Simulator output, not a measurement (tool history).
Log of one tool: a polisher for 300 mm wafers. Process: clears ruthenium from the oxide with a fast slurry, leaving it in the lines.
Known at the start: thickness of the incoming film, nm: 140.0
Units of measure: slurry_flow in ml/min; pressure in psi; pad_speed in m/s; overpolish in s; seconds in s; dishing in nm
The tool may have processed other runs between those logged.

run,hour,slurry_flow,pressure,pad_speed,slurry_solids,overpolish,seconds,dishing
1,0,135,1.9,1.26,1,26,33.749,76.522
2,9,135,1.9,1.52,1,26,28.277,90.081
3,15.3,135,1.9,1.52,1,18,28.572,70.069
4,22,135,1.9,1.38,1,18,30.987,63.57
5,28,135,1.9,1.54,1,18,28.446,70.561
6,32.4,135,1.9,1.86,1,18,23.423,80.492
7,36.2,130,1.8,1.86,1,21,24.905,85.212
8,37.5,125,1.7,1.86,1,24,26.828,94.043
9,41.1,120,1.6,1.86,1,25,27.873,89.161
10,44.3,120,1.5,1.86,1,27,29.779,91.873
11,48.6,115,1.4,1.86,1,28,32.133,86.407
12,51.1,110,1.4,1.86,1,30,33.166,93.278
13,52.4,105,1.4,1.86,1,31,33.141,94.813
14,59.4,95,1,1.86,1,39,46.648,86.424
15,63.3,100,1,1.86,1,39,45.961,86.785
16,66.5,105,1,1.86,1,39,45.912,85.462
17,75.2,125,1.2,1.86,1,41,36.668,105.74
18,81.9,120,1.2,1.86,1,41,37.497,106.81
19,82.8,115,1.2,1.86,1,41,37.124,106.45
20,91.6,110,1.2,1.86,1,41,38.243,102.64

What will run 21 give?
21,97.2,100,1.2,1.86,1,41,?,?

{"run 21": {"seconds": 38.373, "dishing": 99.09}}
